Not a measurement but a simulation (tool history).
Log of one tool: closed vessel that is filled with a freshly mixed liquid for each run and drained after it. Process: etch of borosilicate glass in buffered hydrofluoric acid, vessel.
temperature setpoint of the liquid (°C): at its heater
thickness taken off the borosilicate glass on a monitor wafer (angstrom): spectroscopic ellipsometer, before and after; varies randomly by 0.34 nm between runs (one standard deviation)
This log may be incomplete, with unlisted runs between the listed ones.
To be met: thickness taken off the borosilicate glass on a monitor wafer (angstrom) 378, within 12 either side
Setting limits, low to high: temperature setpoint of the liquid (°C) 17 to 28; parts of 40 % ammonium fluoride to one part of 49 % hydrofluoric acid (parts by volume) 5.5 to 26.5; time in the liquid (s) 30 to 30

run	day	temperature setpoint of the liquid (°C)	parts of 40 % ammonium fluoride to one part of 49 % hydrofluoric acid (parts by volume)	time in the liquid (s)	thickness taken off the borosilicate glass on a monitor wafer (angstrom)
1	0	20	16	30	186.98
2	0.042	20	13	30	227.4
3	0.429	21.5	12.5	30	258.8
4	0.804	20	12.5	30	239.43
5	0.912	23	12.5	30	277.79
6	1.042	23	12.5	30	280.46
7	1.283	23	12.5	30	284.83
8	1.358	27	12	30	354.25

4 candidate next runs follow, results not yet known. Just one meets every target within its allowed miss. Identify it.
A	1.433	26.5	12	30	?
B	1.433	28	13	30	?
C	1.433	26	11.5	30	?
D	1.433	25.5	10.5	30	?

move	thickness taken off the borosilicate glass on a monitor wafer (angstrom)
A	356.4
B	356.36
C	361.99
D	385.6
A: nearer than the last run, and not there yet
B: nearer than the last run, and not there yet
C: nearer than the last run, and not there yet
D: all results in spec
D is the move that brings every result within its allowed miss.
